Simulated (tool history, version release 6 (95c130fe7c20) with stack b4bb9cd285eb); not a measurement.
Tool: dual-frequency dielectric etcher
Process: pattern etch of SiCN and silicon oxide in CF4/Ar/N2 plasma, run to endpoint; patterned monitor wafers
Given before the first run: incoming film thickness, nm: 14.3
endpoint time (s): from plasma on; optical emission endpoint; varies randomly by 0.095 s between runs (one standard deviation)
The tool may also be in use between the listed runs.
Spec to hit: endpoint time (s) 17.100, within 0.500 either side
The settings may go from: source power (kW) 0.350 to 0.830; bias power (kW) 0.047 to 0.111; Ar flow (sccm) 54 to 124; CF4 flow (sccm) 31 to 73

run	day	source power (kW)	bias power (kW)	Ar flow (sccm)	CF4 flow (sccm)	endpoint time (s)
1	0.000	0.590	0.079	89	52	13.441
2	0.283	0.590	0.079	105	52	13.657
3	0.396	0.540	0.078	105	52	14.796
4	0.538	0.510	0.077	105	52	15.364
5	0.767	0.430	0.077	105	52	17.430
6	1.088	0.430	0.069	105	52	18.319
7	1.146	0.440	0.069	105	52	17.920
8	1.183	0.450	0.069	105	52	17.669
# day 1.462: source power generator calibrated
9	1.462	0.460	0.069	105	52	17.690

Which single option among these 5 for the next run brings every result within its allowed miss of target? Just one does.
A	1.742	0.430	0.069	105	48	?
B	1.742	0.460	0.080	93	47	?
C	1.742	0.440	0.074	108	53	?
D	1.742	0.400	0.075	106	49	?
E	1.742	0.510	0.052	119	46	?

move	endpoint time (s)
A	18.851
B	16.980
C	17.938
D	19.383
E	18.275
A: lands further from the targets than the last run did
B: all results land within tolerance of their targets
C: lands further from the targets than the last run did
D: lands further from the targets than the last run did
E: lands further from the targets than the last run did
Go with B: it meets all targets.
